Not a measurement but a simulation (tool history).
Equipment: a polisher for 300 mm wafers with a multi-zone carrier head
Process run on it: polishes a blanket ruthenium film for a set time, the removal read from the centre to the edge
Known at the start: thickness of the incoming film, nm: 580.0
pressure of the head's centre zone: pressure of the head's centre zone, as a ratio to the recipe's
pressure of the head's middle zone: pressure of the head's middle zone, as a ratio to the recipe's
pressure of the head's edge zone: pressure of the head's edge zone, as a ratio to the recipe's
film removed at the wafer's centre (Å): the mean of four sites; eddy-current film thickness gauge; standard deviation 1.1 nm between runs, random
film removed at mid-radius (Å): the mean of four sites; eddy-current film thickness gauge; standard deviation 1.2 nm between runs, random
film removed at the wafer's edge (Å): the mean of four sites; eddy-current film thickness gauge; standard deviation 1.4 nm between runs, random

run,hour,flow of slurry (ml/min),pressure of the head's centre zone,pressure of the head's middle zone,pressure of the head's edge zone,polishing time (s),film removed at the wafer's centre (Å),film removed at mid-radius (Å),film removed at the wafer's edge (Å)
1,0,275,1,1,1,87,1085.2,1091.3,1090.2
2,5.9,275,1,1.03,1,87,1080.8,1120.7,1092.7
3,12.1,275,1,1.03,1.04,87,1056.7,1129.8,1102
4,17.1,275,0.99,0.99,1.08,92,1126.1,1141.2,1177.3
5,22.5,275,0.96,0.97,1.11,96,1143.6,1168,1248.9
6,24.5,280,0.94,0.96,1.13,98,1159.2,1196.7,1287.3
7,26.2,280,0.92,0.94,1.15,100,1161,1184.5,1326.9

For run 8, what comes out?
# hour 35.1: worn pad replaced by a new one
8,35.1,280,0.92,0.94,1.15,100,?,?,?

{"run 8": {"film removed at the wafer's centre (Å)": 1285.5, "film removed at mid-radius (Å)": 1326, "film removed at the wafer's edge (Å)": 1437.2}}

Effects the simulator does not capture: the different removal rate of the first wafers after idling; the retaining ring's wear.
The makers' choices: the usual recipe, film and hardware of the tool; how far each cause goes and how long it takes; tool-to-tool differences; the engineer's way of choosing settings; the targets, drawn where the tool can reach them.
